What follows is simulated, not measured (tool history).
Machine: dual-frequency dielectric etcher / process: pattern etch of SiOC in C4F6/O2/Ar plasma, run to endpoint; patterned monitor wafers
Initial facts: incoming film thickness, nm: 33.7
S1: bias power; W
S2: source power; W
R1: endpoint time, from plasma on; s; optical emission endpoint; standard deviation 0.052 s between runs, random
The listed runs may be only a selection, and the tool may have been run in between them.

{"run": 1, "hour": 0.0, "S1": 406, "S2": 300, "R1": 15.091}
{"run": 2, "hour": 7.0, "S1": 426, "S2": 300, "R1": 14.866}
{"run": 3, "hour": 13.4, "S1": 443, "S2": 300, "R1": 14.594}
{"run": 4, "hour": 16.8, "S1": 454, "S2": 300, "R1": 14.369}
{"run": 5, "hour": 17.6, "S1": 460, "S2": 300, "R1": 14.386}
{"run": 6, "hour": 26.5, "S1": 467, "S2": 300, "R1": 14.243}

Expected results for the next run?
{"run": 7, "hour": 29.7, "S1": 471, "S2": 300, "R1": "?"}

{"run 7": {"R1": 14.235}}

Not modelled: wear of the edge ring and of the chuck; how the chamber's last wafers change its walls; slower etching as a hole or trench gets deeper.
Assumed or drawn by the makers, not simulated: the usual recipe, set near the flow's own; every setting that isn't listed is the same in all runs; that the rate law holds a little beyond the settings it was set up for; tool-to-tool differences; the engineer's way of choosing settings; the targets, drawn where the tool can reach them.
